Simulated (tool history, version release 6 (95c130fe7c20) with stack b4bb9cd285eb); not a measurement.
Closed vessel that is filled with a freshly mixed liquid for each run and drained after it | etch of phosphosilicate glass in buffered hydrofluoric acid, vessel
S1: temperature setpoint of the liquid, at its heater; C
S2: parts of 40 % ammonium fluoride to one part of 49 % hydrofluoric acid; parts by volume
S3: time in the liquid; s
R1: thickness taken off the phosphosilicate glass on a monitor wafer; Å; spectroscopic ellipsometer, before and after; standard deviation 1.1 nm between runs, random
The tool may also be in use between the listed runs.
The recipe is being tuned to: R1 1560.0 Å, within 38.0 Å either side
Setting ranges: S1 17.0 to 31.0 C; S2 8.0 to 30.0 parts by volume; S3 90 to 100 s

run	hour	S1	S2	S3	R1
1	0.0	23.0	21.5	90	1914.4
2	7.9	23.0	15.5	90	2523.1
3	10.4	23.0	10.0	90	3916.2
4	17.3	25.0	10.0	90	4358.8
5	24.1	28.0	10.0	90	5112.0
6	26.0	28.0	10.0	90	5209.9
7	31.0	25.5	12.0	90	3752.9
8	33.9	23.5	13.5	90	3008.7
9	39.4	19.5	19.0	90	1706.9
10	44.2	19.0	19.0	90	1661.3
11	49.1	18.5	19.0	90	1627.1

Consider the 4 candidate settings below. Which is the only one whose results all fall within their allowed miss of target?
A	54.0	20.0	20.5	90	?
B	54.0	17.5	18.5	95	?
C	54.0	19.0	20.5	90	?
D	54.0	23.5	27.5	90	?

move	R1
A	1662.9
B	1674.0
C	1571.8
D	1649.8
A: the biggest miss grows against the last run
B: the biggest miss grows against the last run
C: every result within its allowed miss
D: the biggest miss grows against the last run
C meets every target.
